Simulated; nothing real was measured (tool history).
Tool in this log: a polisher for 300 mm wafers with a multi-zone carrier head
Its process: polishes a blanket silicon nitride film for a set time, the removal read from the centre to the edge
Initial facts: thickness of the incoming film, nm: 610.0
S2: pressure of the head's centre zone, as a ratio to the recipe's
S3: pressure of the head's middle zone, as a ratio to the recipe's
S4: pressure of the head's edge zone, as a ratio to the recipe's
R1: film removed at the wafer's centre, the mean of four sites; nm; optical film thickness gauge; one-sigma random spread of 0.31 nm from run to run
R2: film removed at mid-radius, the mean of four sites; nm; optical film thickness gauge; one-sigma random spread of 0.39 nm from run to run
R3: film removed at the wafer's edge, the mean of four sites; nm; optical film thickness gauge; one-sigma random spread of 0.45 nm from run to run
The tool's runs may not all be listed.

{"run": 1, "hour": 0.0, "flow of slurry (ml/min)": 315, "S2": 1.0, "S3": 1.0, "S4": 1.0, "polishing time (s)": 31, "R1": 51.911, "R2": 51.472, "R3": 53.129}
{"run": 2, "hour": 1.5, "flow of slurry (ml/min)": 315, "S2": 0.94, "S3": 1.0, "S4": 1.0, "polishing time (s)": 31, "R1": 49.472, "R2": 52.074, "R3": 52.127}
{"run": 3, "hour": 5.8, "flow of slurry (ml/min)": 315, "S2": 0.94, "S3": 1.0, "S4": 1.08, "polishing time (s)": 31, "R1": 50.163, "R2": 51.273, "R3": 53.596}
{"run": 4, "hour": 12.1, "flow of slurry (ml/min)": 315, "S2": 0.94, "S3": 1.0, "S4": 1.08, "polishing time (s)": 38, "R1": 60.718, "R2": 62.857, "R3": 66.821}
{"run": 5, "hour": 13.2, "flow of slurry (ml/min)": 315, "S2": 0.94, "S3": 0.93, "S4": 1.08, "polishing time (s)": 38, "R1": 60.205, "R2": 59.086, "R3": 68.703}
{"run": 6, "hour": 19.4, "flow of slurry (ml/min)": 325, "S2": 0.97, "S3": 0.94, "S4": 1.05, "polishing time (s)": 34, "R1": 55.482, "R2": 53.502, "R3": 59.702}
{"run": 7, "hour": 25.6, "flow of slurry (ml/min)": 325, "S2": 0.97, "S3": 0.94, "S4": 1.05, "polishing time (s)": 34, "R1": 56.262, "R2": 54.461, "R3": 59.543}
{"run": 8, "hour": 31.8, "flow of slurry (ml/min)": 325, "S2": 0.94, "S3": 0.88, "S4": 0.95, "polishing time (s)": 27, "R1": 43.17, "R2": 40.254, "R3": 45.547}
{"run": 9, "hour": 40.1, "flow of slurry (ml/min)": 345, "S2": 0.95, "S3": 0.9, "S4": 0.93, "polishing time (s)": 27, "R1": 43.545, "R2": 41.574, "R3": 44.785}
{"run": 10, "hour": 46.8, "flow of slurry (ml/min)": 355, "S2": 0.96, "S3": 0.91, "S4": 0.93, "polishing time (s)": 27, "R1": 44.313, "R2": 41.78, "R3": 45.003}

Run 11, settings as shown, results not yet in. Your forecast:
{"run": 11, "hour": 49.1, "flow of slurry (ml/min)": 355, "S2": 0.96, "S3": 0.91, "S4": 0.93, "polishing time (s)": 27, "R1": "?", "R2": "?", "R3": "?"}

R1: 44.038 nm
R2: 41.601 nm
R3: 45.065 nm
